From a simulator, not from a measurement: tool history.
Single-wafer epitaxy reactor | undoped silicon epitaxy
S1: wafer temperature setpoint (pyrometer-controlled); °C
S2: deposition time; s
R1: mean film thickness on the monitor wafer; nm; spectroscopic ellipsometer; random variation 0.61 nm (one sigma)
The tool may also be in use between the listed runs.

run	hour	S1	S2	R1
1	0.0	670	555	135.10
2	5.7	670	502	122.66
3	9.8	675	503	134.64
4	11.4	684	503	157.78
5	17.9	684	453	142.38
6	18.8	687	455	150.60
7	27.0	689	457	157.54
8	32.7	691	457	163.83

The next listed run, before its measurement:
9	35.1	692	457	?

R1: 166.90 nm
